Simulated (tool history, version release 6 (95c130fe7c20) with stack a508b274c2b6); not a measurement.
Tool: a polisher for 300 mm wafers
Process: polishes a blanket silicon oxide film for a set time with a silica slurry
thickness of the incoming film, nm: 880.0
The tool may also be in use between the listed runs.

| run | hour | flow of slurry (ml/min) | pressure of the wafer on the pad (psi) | speed of the pad under the wafer (cm/s) | abrasive content of the slurry | polishing time (s) | film removed (angstrom) |
|---|---|---|---|---|---|---|---|
| 1 | 0 | 135 | 5.2 | 150 | 1 | 80 | 3488 |
| 2 | 3 | 150 | 5.2 | 150 | 1 | 80 | 3570.3 |
| 3 | 10.4 | 150 | 4.6 | 150 | 1 | 80 | 3261.5 |
| 4 | 16.7 | 155 | 4.7 | 150 | 1 | 80 | 3333.8 |
| 5 | 23.7 | 155 | 4.8 | 150 | 1 | 80 | 3390.6 |
| 6 | 28.1 | 180 | 4.8 | 150 | 1 | 80 | 3453.8 |
| 7 | 35.3 | 180 | 4.9 | 150 | 1 | 80 | 3475.2 |
| 8 | 42.8 | 180 | 5 | 150 | 1 | 80 | 3545.6 |
| 9 | 45.8 | 180 | 5.1 | 150 | 1 | 80 | 3580.1 |
| 10 | 54.6 | 180 | 5.2 | 150 | 1 | 80 | 3636.3 |
| 11 | 63.2 | 180 | 5.3 | 150 | 1 | 80 | 3700.2 |
| 12 | 66 | 180 | 5.4 | 150 | 1 | 80 | 3761.6 |

The next listed run, before its measurement:
| 13 | 72.8 | 180 | 5.5 | 150 | 1 | 80 | ? |

Run 13 gave film removed (angstrom) 3765.4.

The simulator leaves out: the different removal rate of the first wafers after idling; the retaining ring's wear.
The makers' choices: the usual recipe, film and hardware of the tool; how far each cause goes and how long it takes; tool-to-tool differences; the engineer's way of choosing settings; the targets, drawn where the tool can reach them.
